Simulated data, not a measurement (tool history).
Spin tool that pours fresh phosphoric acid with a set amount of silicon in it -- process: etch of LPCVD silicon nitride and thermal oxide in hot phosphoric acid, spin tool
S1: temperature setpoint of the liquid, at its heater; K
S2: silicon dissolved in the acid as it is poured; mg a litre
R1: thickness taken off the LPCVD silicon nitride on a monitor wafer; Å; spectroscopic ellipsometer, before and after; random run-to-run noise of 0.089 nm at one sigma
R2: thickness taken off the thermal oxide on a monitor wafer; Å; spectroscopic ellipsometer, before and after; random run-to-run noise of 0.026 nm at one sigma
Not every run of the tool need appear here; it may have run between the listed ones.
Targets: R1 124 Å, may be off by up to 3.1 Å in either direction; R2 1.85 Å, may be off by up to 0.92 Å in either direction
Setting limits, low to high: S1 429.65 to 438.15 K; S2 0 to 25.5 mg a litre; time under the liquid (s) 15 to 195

Run 1, hour 0: S1 433.15 K, S2 11 mg a litre, time under the liquid (s) 100. Result: R1 96.295 Å, R2 2.0426 Å.
Run 2, hour 7.1: S1 434.65 K, S2 11 mg a litre, time under the liquid (s) 100. Result: R1 101.82 Å, R2 1.7261 Å.
Run 3, hour 11.2: S1 434.65 K, S2 6.5 mg a litre, time under the liquid (s) 100. Result: R1 101.66 Å, R2 2.39 Å.
Run 4, hour 19.7: S1 435.15 K, S2 7 mg a litre, time under the liquid (s) 100. Result: R1 103.84 Å, R2 2.4332 Å.
Run 5, hour 23.2: S1 435.65 K, S2 8 mg a litre, time under the liquid (s) 100. Result: R1 104.26 Å, R2 2.0345 Å.
Run 6, hour 31.7: S1 436.65 K, S2 8 mg a litre, time under the liquid (s) 100. Result: R1 110.13 Å, R2 3.5281 Å.
Run 7, hour 33.2: S1 436.65 K, S2 9.5 mg a litre, time under the liquid (s) 100. Result: R1 108.2 Å, R2 2.6928 Å.
Run 8, hour 34.1: S1 436.65 K, S2 11 mg a litre, time under the liquid (s) 100. Result: R1 109.02 Å, R2 2.8994 Å.
Run 9, hour 34.8: S1 436.65 K, S2 12 mg a litre, time under the liquid (s) 105. Result: R1 113.76 Å, R2 2.3815 Å.
Run 10, hour 43.4: S1 436.65 K, S2 13 mg a litre, time under the liquid (s) 105. Result: R1 114 Å, R2 2.0973 Å.
Run 11, hour 47.1: S1 436.65 K, S2 13.5 mg a litre, time under the liquid (s) 105. Result: R1 114.71 Å, R2 2.6375 Å.
Run 12, hour 51.7: S1 436.65 K, S2 15 mg a litre, time under the liquid (s) 105. Result: R1 113.95 Å, R2 2.5011 Å.
Run 13, hour 52.9: S1 436.65 K, S2 16 mg a litre, time under the liquid (s) 105. Result: R1 114.72 Å, R2 2.401 Å.
Run 14, hour 57.3: S1 436.65 K, S2 17 mg a litre, time under the liquid (s) 105. Result: R1 113.96 Å, R2 1.8394 Å.
Run 15, hour 64.1: S1 436.65 K, S2 17.5 mg a litre, time under the liquid (s) 105. Result: R1 113.55 Å, R2 2.1607 Å.
Run 16, hour 68.2: S1 436.65 K, S2 18.5 mg a litre, time under the liquid (s) 105. Result: R1 113.49 Å, R2 1.8693 Å.
Run 17, hour 76: S1 436.65 K, S2 19 mg a litre, time under the liquid (s) 105. Result: R1 115.43 Å, R2 2.001 Å.
Run 18, hour 83.9: S1 436.65 K, S2 19 mg a litre, time under the liquid (s) 105. Result: R1 114.41 Å, R2 2.572 Å.
Run 19, hour 89.7: S1 436.15 K, S2 18 mg a litre, time under the liquid (s) 110. Result: R1 117.52 Å, R2 2.0488 Å.
Run 20, hour 96.6: S1 436.15 K, S2 18 mg a litre, time under the liquid (s) 110. Result: R1 116.47 Å, R2 1.7707 Å.

Which one of the following 4 next-run settings gets every result inside its allowed miss? There is exactly one.
Run A, hour 103.5: S1 437.65 K, S2 25.5 mg a litre, time under the liquid (s) 110. Result: R1 ?, R2 ?.
Run B, hour 103.5: S1 435.65 K, S2 24.5 mg a litre, time under the liquid (s) 125. Result: R1 ?, R2 ?.
Run C, hour 103.5: S1 432.65 K, S2 25.5 mg a litre, time under the liquid (s) 120. Result: R1 ?, R2 ?.
Run D, hour 103.5: S1 433.65 K, S2 21.5 mg a litre, time under the liquid (s) 135. Result: R1 ?, R2 ?.

move      R1      R2
   A  124.44  2.0028
   B  132.36  2.0337
   C  114.94  1.5135
   D  133.73  2.0823
A: in spec on every target
B: carries the result that was furthest off beyond its target, to the other side
C: its largest miss is bigger than the last run's
D: carries the result that was furthest off beyond its target, to the other side
Go with A: it meets all targets.
